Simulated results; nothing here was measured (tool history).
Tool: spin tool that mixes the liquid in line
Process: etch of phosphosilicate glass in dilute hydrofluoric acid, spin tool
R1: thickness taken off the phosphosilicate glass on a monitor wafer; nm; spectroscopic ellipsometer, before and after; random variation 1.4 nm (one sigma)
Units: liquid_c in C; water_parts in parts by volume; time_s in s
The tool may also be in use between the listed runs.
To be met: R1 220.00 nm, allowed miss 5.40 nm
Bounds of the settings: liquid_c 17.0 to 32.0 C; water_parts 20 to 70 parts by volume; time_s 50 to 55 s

run 1 hour=0.0 | liquid_c=24.0 water_parts=40 time_s=50 | R1=143.48
run 2 hour=8.2 | liquid_c=25.0 water_parts=40 time_s=50 | R1=150.69
run 3 hour=15.4 | liquid_c=25.0 water_parts=40 time_s=50 | R1=150.72
run 4 hour=19.3 | liquid_c=28.5 water_parts=40 time_s=50 | R1=171.55
run 5 hour=21.2 | liquid_c=28.5 water_parts=25 time_s=50 | R1=284.92
run 6 hour=26.2 | liquid_c=28.0 water_parts=25 time_s=50 | R1=275.60
run 7 hour=30.3 | liquid_c=27.5 water_parts=25 time_s=50 | R1=270.10
run 8 hour=31.1 | liquid_c=27.5 water_parts=25 time_s=50 | R1=271.52
run 9 hour=38.6 | liquid_c=27.0 water_parts=25 time_s=50 | R1=270.37
-- hour=42.2 hydrofluoric acid flow meter replaced
run 10 hour=42.2 | liquid_c=26.5 water_parts=25 time_s=50 | R1=284.67
run 11 hour=47.9 | liquid_c=26.5 water_parts=25 time_s=50 | R1=285.20
run 12 hour=49.9 | liquid_c=26.0 water_parts=25 time_s=50 | R1=277.84

4 next moves are on the table. One of them brings every result within its allowed miss. Which?
run A hour=51.9 | liquid_c=20.5 water_parts=25 time_s=50 | R1=?
run B hour=51.9 | liquid_c=24.5 water_parts=20 time_s=55 | R1=?
run C hour=51.9 | liquid_c=27.0 water_parts=25 time_s=55 | R1=?
run D hour=51.9 | liquid_c=26.0 water_parts=20 time_s=55 | R1=?

move=A R1=221.19
move=B R1=362.97
move=C R1=319.91
move=D R1=386.49
A: meets every target
B: further off than the last run
C: further off than the last run
D: further off than the last run
Answer: A
